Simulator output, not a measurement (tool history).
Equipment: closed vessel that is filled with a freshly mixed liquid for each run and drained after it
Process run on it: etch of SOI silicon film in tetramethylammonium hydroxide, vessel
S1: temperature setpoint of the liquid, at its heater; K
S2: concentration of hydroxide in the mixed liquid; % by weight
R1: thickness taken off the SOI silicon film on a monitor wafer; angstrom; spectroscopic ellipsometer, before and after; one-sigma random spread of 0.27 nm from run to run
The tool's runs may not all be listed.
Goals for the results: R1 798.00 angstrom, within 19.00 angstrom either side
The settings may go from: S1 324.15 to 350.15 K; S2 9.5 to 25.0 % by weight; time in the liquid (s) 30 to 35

Run 1, day 0.000: S1 337.15 K, S2 17.5 % by weight, time in the liquid (s) 35. Result: R1 1594.40 angstrom.
Run 2, day 0.171: S1 334.65 K, S2 17.5 % by weight, time in the liquid (s) 35. Result: R1 1363.20 angstrom.
Run 3, day 0.525: S1 333.15 K, S2 17.5 % by weight, time in the liquid (s) 35. Result: R1 1239.90 angstrom.
Run 4, day 0.717: S1 336.15 K, S2 17.5 % by weight, time in the liquid (s) 35. Result: R1 1498.40 angstrom.
Run 5, day 0.788: S1 334.15 K, S2 17.5 % by weight, time in the liquid (s) 35. Result: R1 1331.20 angstrom.
Run 6, day 0.817: S1 332.65 K, S2 17.5 % by weight, time in the liquid (s) 35. Result: R1 1211.50 angstrom.
Run 7, day 0.983: S1 331.15 K, S2 17.5 % by weight, time in the liquid (s) 35. Result: R1 1099.00 angstrom.
Run 8, day 1.108: S1 330.15 K, S2 17.5 % by weight, time in the liquid (s) 35. Result: R1 1039.40 angstrom.
Run 9, day 1.200: S1 329.15 K, S2 17.5 % by weight, time in the liquid (s) 35. Result: R1 970.61 angstrom.
Run 10, day 1.283: S1 328.65 K, S2 17.5 % by weight, time in the liquid (s) 35. Result: R1 941.82 angstrom.
Run 11, day 1.621: S1 328.65 K, S2 17.5 % by weight, time in the liquid (s) 35. Result: R1 938.10 angstrom.
Run 12, day 1.800: S1 328.15 K, S2 17.5 % by weight, time in the liquid (s) 35. Result: R1 911.10 angstrom.
Run 13, day 2.088: S1 327.65 K, S2 17.5 % by weight, time in the liquid (s) 35. Result: R1 876.63 angstrom.
Run 14, day 2.446: S1 327.15 K, S2 17.5 % by weight, time in the liquid (s) 35. Result: R1 849.30 angstrom.

Of the 4 settings listed for the next run, only one would bring every result within its allowed miss of target. Which one?
Run A, day 2.804: S1 327.65 K, S2 18.5 % by weight, time in the liquid (s) 35. Result: R1 ?.
Run B, day 2.804: S1 328.65 K, S2 17.5 % by weight, time in the liquid (s) 30. Result: R1 ?.
Run C, day 2.804: S1 325.15 K, S2 17.5 % by weight, time in the liquid (s) 35. Result: R1 ?.
Run D, day 2.804: S1 330.15 K, S2 17.0 % by weight, time in the liquid (s) 30. Result: R1 ?.

move      R1
   A  852.93
   B  797.65
   C  740.83
   D  888.01
A: moves away from the targets compared with the last run
B: every result lands within tolerance
C: takes the biggest miss from the last run beyond its target
D: moves away from the targets compared with the last run
The right move is B.
